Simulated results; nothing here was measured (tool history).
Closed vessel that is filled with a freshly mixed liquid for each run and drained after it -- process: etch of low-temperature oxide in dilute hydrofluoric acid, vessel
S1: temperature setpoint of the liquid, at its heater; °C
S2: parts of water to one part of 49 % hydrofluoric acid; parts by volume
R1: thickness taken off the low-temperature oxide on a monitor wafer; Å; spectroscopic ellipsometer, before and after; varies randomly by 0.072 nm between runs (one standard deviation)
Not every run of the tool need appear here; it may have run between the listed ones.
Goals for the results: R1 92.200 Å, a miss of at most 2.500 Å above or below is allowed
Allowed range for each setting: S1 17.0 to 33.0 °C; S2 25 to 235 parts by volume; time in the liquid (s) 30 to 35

{"run": 1, "day": 0.0, "S1": 25.0, "S2": 130, "time in the liquid (s)": 35, "R1": 53.931}
{"run": 2, "day": 0.067, "S1": 27.0, "S2": 125, "time in the liquid (s)": 35, "R1": 60.484}
{"run": 3, "day": 0.262, "S1": 28.5, "S2": 120, "time in the liquid (s)": 35, "R1": 67.931}
{"run": 4, "day": 0.3, "S1": 29.5, "S2": 115, "time in the liquid (s)": 35, "R1": 73.063}
{"run": 5, "day": 0.442, "S1": 26.0, "S2": 115, "time in the liquid (s)": 35, "R1": 64.688}
{"run": 6, "day": 0.662, "S1": 27.5, "S2": 110, "time in the liquid (s)": 35, "R1": 73.662}
{"run": 7, "day": 1.033, "S1": 29.0, "S2": 110, "time in the liquid (s)": 35, "R1": 75.481}
{"run": 8, "day": 1.258, "S1": 30.0, "S2": 110, "time in the liquid (s)": 35, "R1": 78.952}

Which one of the following 5 next-run settings gets every result inside its allowed miss? There is exactly one.
{"run": "A", "day": 1.483, "S1": 28.0, "S2": 105, "time in the liquid (s)": 35, "R1": "?"}
{"run": "B", "day": 1.483, "S1": 27.5, "S2": 95, "time in the liquid (s)": 35, "R1": "?"}
{"run": "C", "day": 1.483, "S1": 26.5, "S2": 75, "time in the liquid (s)": 30, "R1": "?"}
{"run": "D", "day": 1.483, "S1": 30.5, "S2": 90, "time in the liquid (s)": 35, "R1": "?"}
{"run": "E", "day": 1.483, "S1": 29.5, "S2": 90, "time in the liquid (s)": 35, "R1": "?"}

move=A R1=77.610
move=B R1=85.289
move=C R1=91.494
move=D R1=101.630
move=E R1=97.860
A: the biggest miss grows against the last run
B: closes in on the targets versus the last run, not all within tolerance yet
C: all results in spec
D: the result that was furthest off in the last run now lies on the other side of its target
E: the result that was furthest off in the last run now lies on the other side of its target
C is the move that brings every result within its allowed miss.

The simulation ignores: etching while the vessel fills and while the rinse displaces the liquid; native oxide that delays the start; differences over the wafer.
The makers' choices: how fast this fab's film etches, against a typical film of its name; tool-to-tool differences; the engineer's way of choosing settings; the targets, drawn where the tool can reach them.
